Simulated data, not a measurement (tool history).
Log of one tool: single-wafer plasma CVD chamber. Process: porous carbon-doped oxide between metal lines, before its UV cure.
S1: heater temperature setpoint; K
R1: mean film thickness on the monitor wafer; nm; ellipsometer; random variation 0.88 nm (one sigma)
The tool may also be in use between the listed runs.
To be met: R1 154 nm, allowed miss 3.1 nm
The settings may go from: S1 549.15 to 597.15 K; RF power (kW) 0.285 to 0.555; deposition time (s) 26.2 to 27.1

Run 1, hour 0: S1 573.15 K, RF power (kW) 0.42, deposition time (s) 26.2. Result: R1 123.79 nm.
Run 2, hour 1.8: S1 573.15 K, RF power (kW) 0.475, deposition time (s) 26.2. Result: R1 140.8 nm.
Run 3, hour 8.4: S1 581.15 K, RF power (kW) 0.475, deposition time (s) 26.2. Result: R1 133.83 nm.
Run 4, hour 16.3: S1 575.15 K, RF power (kW) 0.475, deposition time (s) 26.2. Result: R1 138.34 nm.
Run 5, hour 24.7: S1 573.15 K, RF power (kW) 0.475, deposition time (s) 26.2. Result: R1 140.38 nm.
Run 6, hour 31.5: S1 571.15 K, RF power (kW) 0.475, deposition time (s) 26.2. Result: R1 141.34 nm.
Run 7, hour 38.9: S1 571.15 K, RF power (kW) 0.475, deposition time (s) 26.2. Result: R1 142.84 nm.
Run 8, hour 42.7: S1 570.15 K, RF power (kW) 0.475, deposition time (s) 26.2. Result: R1 144.38 nm.
Run 9, hour 45: S1 569.15 K, RF power (kW) 0.475, deposition time (s) 26.2. Result: R1 145.02 nm.
Run 10, hour 46.4: S1 568.15 K, RF power (kW) 0.475, deposition time (s) 26.2. Result: R1 146.48 nm.
Run 11, hour 52.7: S1 567.15 K, RF power (kW) 0.475, deposition time (s) 26.2. Result: R1 146.41 nm.
Run 12, hour 56: S1 558.15 K, RF power (kW) 0.485, deposition time (s) 26.2. Result: R1 158.84 nm.
Run 13, hour 64.4: S1 559.15 K, RF power (kW) 0.485, deposition time (s) 26.2. Result: R1 157.1 nm.

4 next moves are on the table. One of them brings every result within its allowed miss. Which?
Run A, hour 72.8: S1 557.15 K, RF power (kW) 0.46, deposition time (s) 26.4. Result: R1 ?.
Run B, hour 72.8: S1 555.15 K, RF power (kW) 0.475, deposition time (s) 26.2. Result: R1 ?.
Run C, hour 72.8: S1 552.15 K, RF power (kW) 0.45, deposition time (s) 27.1. Result: R1 ?.
Run D, hour 72.8: S1 558.15 K, RF power (kW) 0.495, deposition time (s) 26.4. Result: R1 ?.

move      R1
   A  152.52
   B  158.33
   C  158.87
   D  161.91
A: meets every target
B: further off than the last run
C: further off than the last run
D: further off than the last run
The right move is A.
